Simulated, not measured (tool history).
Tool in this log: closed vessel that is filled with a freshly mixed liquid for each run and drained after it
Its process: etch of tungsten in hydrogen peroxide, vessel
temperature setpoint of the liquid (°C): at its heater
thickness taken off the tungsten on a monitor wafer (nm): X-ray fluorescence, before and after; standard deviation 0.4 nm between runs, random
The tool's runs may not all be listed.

| run | hour | temperature setpoint of the liquid (°C) | concentration of hydrogen peroxide in the mixed liquid (% by weight) | time in the liquid (s) | thickness taken off the tungsten on a monitor wafer (nm) |
|---|---|---|---|---|---|
| 1 | 0 | 45 | 21 | 40 | 33.595 |
| 2 | 8.8 | 45 | 18.5 | 40 | 31.446 |
| 3 | 15 | 46.5 | 18.5 | 40 | 34.434 |
| 4 | 17.8 | 47.5 | 18.5 | 40 | 37.505 |
| 5 | 24.8 | 48 | 18.5 | 40 | 37.924 |
| 6 | 28.1 | 48.5 | 18.5 | 40 | 39.71 |

The next listed run, before its measurement:
| 7 | 32.5 | 49 | 18.5 | 40 | ? |

{"run 7": {"thickness taken off the tungsten on a monitor wafer (nm)": 40.812}}
